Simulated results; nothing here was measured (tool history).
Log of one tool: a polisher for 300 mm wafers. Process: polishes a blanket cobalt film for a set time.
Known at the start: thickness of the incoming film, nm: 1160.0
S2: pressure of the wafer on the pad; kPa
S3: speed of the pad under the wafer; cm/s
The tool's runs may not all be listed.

Run 1, hour 0: flow of slurry (ml/min) 175, S2 16.5 kPa, S3 112 cm/s, polishing time (s) 80. Result: film removed (nm) 541.04.
Run 2, hour 4.1: flow of slurry (ml/min) 175, S2 16.5 kPa, S3 112 cm/s, polishing time (s) 84. Result: film removed (nm) 561.63.
Run 3, hour 12.2: flow of slurry (ml/min) 190, S2 16.5 kPa, S3 112 cm/s, polishing time (s) 84. Result: film removed (nm) 573.67.
Run 4, hour 18.1: flow of slurry (ml/min) 190, S2 16.5 kPa, S3 122 cm/s, polishing time (s) 84. Result: film removed (nm) 598.63.
Run 5, hour 25.7: flow of slurry (ml/min) 190, S2 16.5 kPa, S3 148 cm/s, polishing time (s) 84. Result: film removed (nm) 681.3.
Run 6, hour 30.4: flow of slurry (ml/min) 190, S2 15.9 kPa, S3 144 cm/s, polishing time (s) 84. Result: film removed (nm) 669.6.
Run 7, hour 31.4: flow of slurry (ml/min) 190, S2 15.2 kPa, S3 138 cm/s, polishing time (s) 84. Result: film removed (nm) 611.35.
Run 8, hour 34.1: flow of slurry (ml/min) 190, S2 14.5 kPa, S3 134 cm/s, polishing time (s) 84. Result: film removed (nm) 570.34.
Run 9, hour 41.3: flow of slurry (ml/min) 190, S2 13.8 kPa, S3 132 cm/s, polishing time (s) 84. Result: film removed (nm) 544.86.
Run 10, hour 44.5: flow of slurry (ml/min) 190, S2 13.1 kPa, S3 130 cm/s, polishing time (s) 84. Result: film removed (nm) 527.23.
Run 11, hour 47.7: flow of slurry (ml/min) 190, S2 12.4 kPa, S3 126 cm/s, polishing time (s) 84. Result: film removed (nm) 486.87.
Run 12, hour 52.7: flow of slurry (ml/min) 190, S2 11.7 kPa, S3 124 cm/s, polishing time (s) 84. Result: film removed (nm) 457.66.
Run 13, hour 56.1: flow of slurry (ml/min) 190, S2 11.7 kPa, S3 124 cm/s, polishing time (s) 84. Result: film removed (nm) 466.23.
Run 14, hour 60.3: flow of slurry (ml/min) 190, S2 11 kPa, S3 122 cm/s, polishing time (s) 84. Result: film removed (nm) 437.47.

The next listed run, before its measurement:
Run 15, hour 65.6: flow of slurry (ml/min) 190, S2 10.3 kPa, S3 120 cm/s, polishing time (s) 84. Result: film removed (nm) ?.

film removed (nm): 414.03

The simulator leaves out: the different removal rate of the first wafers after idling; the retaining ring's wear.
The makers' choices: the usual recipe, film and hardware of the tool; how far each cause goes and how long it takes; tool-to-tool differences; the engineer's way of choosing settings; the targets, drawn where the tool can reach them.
